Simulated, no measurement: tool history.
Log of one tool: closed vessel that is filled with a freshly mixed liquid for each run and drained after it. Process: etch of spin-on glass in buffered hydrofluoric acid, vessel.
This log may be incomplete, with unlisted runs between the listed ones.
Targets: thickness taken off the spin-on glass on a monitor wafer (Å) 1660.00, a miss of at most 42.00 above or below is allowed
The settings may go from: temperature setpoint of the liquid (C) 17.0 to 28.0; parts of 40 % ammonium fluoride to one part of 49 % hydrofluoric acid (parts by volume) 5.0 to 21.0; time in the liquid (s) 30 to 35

| run | hour | temperature setpoint of the liquid (C) | parts of 40 % ammonium fluoride to one part of 49 % hydrofluoric acid (parts by volume) | time in the liquid (s) | thickness taken off the spin-on glass on a monitor wafer (Å) |
|---|---|---|---|---|---|
| 1 | 0.0 | 20.0 | 13.0 | 35 | 786.23 |
| 2 | 5.0 | 23.0 | 13.0 | 35 | 930.12 |
| 3 | 8.8 | 23.0 | 15.5 | 35 | 783.41 |
| 4 | 15.5 | 23.0 | 18.5 | 35 | 658.13 |
| 5 | 21.5 | 22.0 | 18.5 | 35 | 620.32 |
| 6 | 24.6 | 22.5 | 17.5 | 35 | 679.12 |
| 7 | 31.8 | 23.0 | 16.5 | 35 | 736.85 |
| 8 | 35.6 | 27.0 | 12.5 | 35 | 1205.50 |
| 9 | 42.7 | 28.0 | 8.5 | 35 | 1803.80 |
| 10 | 49.6 | 27.0 | 8.5 | 35 | 1706.40 |

Which one of the following 4 next-run settings gets every result inside its allowed miss? There is exactly one.
| A | 56.5 | 27.0 | 7.5 | 30 | ? |
| B | 56.5 | 26.5 | 8.0 | 35 | ? |
| C | 56.5 | 27.0 | 8.0 | 30 | ? |
| D | 56.5 | 25.5 | 7.5 | 30 | ? |

| move | thickness taken off the spin-on glass on a monitor wafer (Å) |
|---|---|
| A | 1675.90 |
| B | 1774.80 |
| C | 1562.90 |
| D | 1545.00 |
A: meets every target
B: further off than the last run
C: moves the result that the last run missed by most past its target, out the other side
D: moves the result that the last run missed by most past its target, out the other side
The right move is A.
